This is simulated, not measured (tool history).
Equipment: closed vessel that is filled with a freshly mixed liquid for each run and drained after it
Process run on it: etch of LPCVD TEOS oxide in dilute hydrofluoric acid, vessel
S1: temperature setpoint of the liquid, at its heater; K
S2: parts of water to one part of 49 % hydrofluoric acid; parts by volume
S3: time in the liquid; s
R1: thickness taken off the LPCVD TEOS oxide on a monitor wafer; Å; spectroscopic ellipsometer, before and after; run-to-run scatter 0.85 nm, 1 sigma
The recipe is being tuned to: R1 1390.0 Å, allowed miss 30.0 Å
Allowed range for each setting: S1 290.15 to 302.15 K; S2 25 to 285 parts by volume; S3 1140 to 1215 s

run,day,S1,S2,S3,R1
1,0.000,294.15,155,1140,1047.2
2,0.175,294.15,155,1140,1062.3
3,0.383,295.15,155,1140,1093.6
4,0.754,295.15,120,1140,1458.3
5,0.950,295.15,95,1140,1903.7
6,1.300,295.15,95,1140,1888.8
7,1.458,294.15,100,1140,1721.4
8,1.654,293.65,100,1140,1687.1
9,1.683,293.15,100,1140,1671.0
10,1.929,292.65,100,1140,1608.5
11,2.012,292.15,100,1140,1603.0
12,2.317,292.15,100,1140,1595.1
13,2.408,291.65,100,1140,1565.3
14,2.562,290.15,110,1140,1311.4
15,2.588,290.65,110,1140,1350.3

Of the 4 settings listed for the next run, only one would bring every result within its allowed miss of target. Which one?
A,2.612,294.15,125,1190,?
B,2.612,290.15,110,1140,?
C,2.612,291.15,115,1140,?
D,2.612,290.65,120,1215,?

move,R1
A,1401.3
B,1315.6
C,1305.2
D,1299.1
A: hits every target within its allowed miss
B: lands further from the targets than the last run did
C: lands further from the targets than the last run did
D: lands further from the targets than the last run did
Go with A: it meets all targets.
